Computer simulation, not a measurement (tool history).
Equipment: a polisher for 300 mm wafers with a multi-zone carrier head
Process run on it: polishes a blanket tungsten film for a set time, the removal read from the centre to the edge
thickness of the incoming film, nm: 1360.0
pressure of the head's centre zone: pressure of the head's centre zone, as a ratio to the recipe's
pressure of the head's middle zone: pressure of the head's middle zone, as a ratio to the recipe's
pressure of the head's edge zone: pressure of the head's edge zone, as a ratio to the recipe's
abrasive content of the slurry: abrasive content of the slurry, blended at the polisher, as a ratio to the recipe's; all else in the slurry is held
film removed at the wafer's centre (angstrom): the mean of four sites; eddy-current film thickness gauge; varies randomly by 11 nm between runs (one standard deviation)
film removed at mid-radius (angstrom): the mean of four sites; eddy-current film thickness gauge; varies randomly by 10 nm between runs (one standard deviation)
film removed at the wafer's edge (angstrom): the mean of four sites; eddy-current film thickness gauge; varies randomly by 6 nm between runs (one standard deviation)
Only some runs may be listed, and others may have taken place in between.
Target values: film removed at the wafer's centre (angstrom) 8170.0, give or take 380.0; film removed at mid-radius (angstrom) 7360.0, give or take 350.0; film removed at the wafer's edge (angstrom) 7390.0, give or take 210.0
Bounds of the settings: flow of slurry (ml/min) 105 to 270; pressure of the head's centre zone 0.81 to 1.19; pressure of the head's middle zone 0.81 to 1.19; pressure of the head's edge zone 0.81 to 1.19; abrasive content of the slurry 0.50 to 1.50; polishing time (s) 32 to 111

run	hour	flow of slurry (ml/min)	pressure of the head's centre zone	pressure of the head's middle zone	pressure of the head's edge zone	abrasive content of the slurry	polishing time (s)	film removed at the wafer's centre (angstrom)	film removed at mid-radius (angstrom)	film removed at the wafer's edge (angstrom)
1	0.0	175	1.00	1.00	1.00	1.00	71	5758.1	5731.9	5825.7
2	1.9	175	1.00	1.00	1.00	1.00	86	6956.5	6920.7	6962.0
3	9.4	175	1.00	1.00	1.00	0.85	86	6788.8	6815.1	6705.3
4	16.5	175	1.00	1.00	0.96	0.85	86	6877.9	6694.5	6591.6
5	25.4	175	0.94	1.00	0.96	0.85	86	6246.2	6738.7	6608.6
6	30.9	180	0.96	1.00	0.97	0.90	86	6600.2	6781.0	6737.2
7	38.8	190	0.98	1.00	0.98	0.90	86	6846.9	7009.8	6772.7
8	41.4	195	0.99	0.99	0.99	0.95	86	6934.0	6887.8	6892.8

Exactly one of the 5 candidate moves below puts every result within its allowed miss. Which one?
A	44.0	200	1.06	0.97	0.97	0.95	93	?	?	?
B	44.0	185	1.09	0.89	1.00	0.90	93	?	?	?
C	44.0	215	1.15	1.01	0.89	1.00	94	?	?	?
D	44.0	195	1.05	0.82	1.09	1.20	92	?	?	?
E	44.0	200	0.82	0.94	1.07	1.15	81	?	?	?

move	film removed at the wafer's centre (angstrom)	film removed at mid-radius (angstrom)	film removed at the wafer's edge (angstrom)
A	7878.4	7221.4	7328.8
B	7890.2	6586.8	7294.8
C	8691.6	7691.7	7285.9
D	8093.3	6513.6	7985.0
E	5809.3	6385.3	6915.9
A: all results land within tolerance of their targets
B: gets the furthest-off result to its target, but another result is out of tolerance
C: pushes the last run's worst result past its target
D: gets the furthest-off result to its target, but another result is out of tolerance
E: misses by more than the last run did
The move that meets every target is A.

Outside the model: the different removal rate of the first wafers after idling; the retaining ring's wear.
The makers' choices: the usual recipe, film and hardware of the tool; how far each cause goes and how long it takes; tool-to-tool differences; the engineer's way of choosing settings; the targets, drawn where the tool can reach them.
